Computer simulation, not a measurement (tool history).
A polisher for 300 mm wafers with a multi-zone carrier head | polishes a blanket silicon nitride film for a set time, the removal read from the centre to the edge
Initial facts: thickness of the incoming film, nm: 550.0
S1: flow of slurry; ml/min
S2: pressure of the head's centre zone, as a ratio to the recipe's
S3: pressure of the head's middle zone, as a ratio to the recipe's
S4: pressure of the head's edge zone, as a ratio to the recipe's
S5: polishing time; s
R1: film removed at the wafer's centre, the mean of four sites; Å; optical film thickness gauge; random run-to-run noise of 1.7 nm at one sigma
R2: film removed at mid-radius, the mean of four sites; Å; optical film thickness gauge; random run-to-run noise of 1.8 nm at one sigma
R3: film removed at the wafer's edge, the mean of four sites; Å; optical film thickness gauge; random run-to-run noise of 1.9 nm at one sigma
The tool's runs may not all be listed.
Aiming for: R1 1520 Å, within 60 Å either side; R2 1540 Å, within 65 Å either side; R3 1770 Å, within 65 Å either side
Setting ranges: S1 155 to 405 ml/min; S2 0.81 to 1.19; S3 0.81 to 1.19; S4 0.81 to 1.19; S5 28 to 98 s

{"run": 1, "hour": 0.0, "S1": 260, "S2": 1, "S3": 1, "S4": 1, "S5": 63, "R1": 2001, "R2": 1973.1, "R3": 1978}
{"run": 2, "hour": 7.7, "S1": 260, "S2": 1, "S3": 1, "S4": 0.91, "S5": 63, "R1": 1934.3, "R2": 1938.1, "R3": 1926.6}
{"run": 3, "hour": 15.2, "S1": 260, "S2": 1, "S3": 1.09, "S4": 0.91, "S5": 63, "R1": 1944.3, "R2": 2130, "R3": 1912.6}
{"run": 4, "hour": 21.8, "S1": 260, "S2": 1, "S3": 1.09, "S4": 0.91, "S5": 75, "R1": 2359.2, "R2": 2564.5, "R3": 2310.4}
{"run": 5, "hour": 28.2, "S1": 250, "S2": 0.96, "S3": 1.03, "S4": 0.91, "S5": 70, "R1": 2100.3, "R2": 2282.6, "R3": 2163.7}
{"run": 6, "hour": 33.5, "S1": 250, "S2": 1.02, "S3": 1.03, "S4": 0.91, "S5": 70, "R1": 2273.6, "R2": 2211, "R3": 2147.2}
{"run": 7, "hour": 42.3, "S1": 210, "S2": 0.92, "S3": 0.93, "S4": 0.97, "S5": 53, "R1": 1510.1, "R2": 1545, "R3": 1639.8}
{"run": 8, "hour": 46.1, "S1": 210, "S2": 0.91, "S3": 0.91, "S4": 0.99, "S5": 54, "R1": 1495.8, "R2": 1559.3, "R3": 1655.3}
{"run": 9, "hour": 55.1, "S1": 200, "S2": 0.92, "S3": 0.81, "S4": 1.09, "S5": 57, "R1": 1568.1, "R2": 1466.7, "R3": 1824.6}
{"run": 10, "hour": 59.7, "S1": 200, "S2": 0.91, "S3": 0.83, "S4": 1.08, "S5": 57, "R1": 1542, "R2": 1507.8, "R3": 1863.4}

Below are 4 possible settings for the next run. Only one of them brings all results inside the allowed miss of their targets. Which is it?
{"run": "A", "hour": 64.3, "S1": 210, "S2": 0.89, "S3": 0.88, "S4": 1.01, "S5": 56, "R1": "?", "R2": "?", "R3": "?"}
{"run": "B", "hour": 64.3, "S1": 210, "S2": 0.95, "S3": 0.95, "S4": 0.97, "S5": 58, "R1": "?", "R2": "?", "R3": "?"}
{"run": "C", "hour": 64.3, "S1": 160, "S2": 0.96, "S3": 0.94, "S4": 0.98, "S5": 58, "R1": "?", "R2": "?", "R3": "?"}
{"run": "D", "hour": 64.3, "S1": 185, "S2": 0.94, "S3": 0.95, "S4": 1.11, "S5": 61, "R1": "?", "R2": "?", "R3": "?"}

move=A R1=1492.9 R2=1567.9 R3=1806.8
move=B R1=1652.1 R2=1730.2 R3=1834.5
move=C R1=1603 R2=1653.8 R3=1794.8
move=D R1=1688.6 R2=1790.5 R3=2034.1
A: each result inside its tolerance
B: gets the furthest-off result to its target, but another result is out of tolerance
C: gets the furthest-off result to its target, but another result is out of tolerance
D: misses by more than the last run did
Move A is the one to make.

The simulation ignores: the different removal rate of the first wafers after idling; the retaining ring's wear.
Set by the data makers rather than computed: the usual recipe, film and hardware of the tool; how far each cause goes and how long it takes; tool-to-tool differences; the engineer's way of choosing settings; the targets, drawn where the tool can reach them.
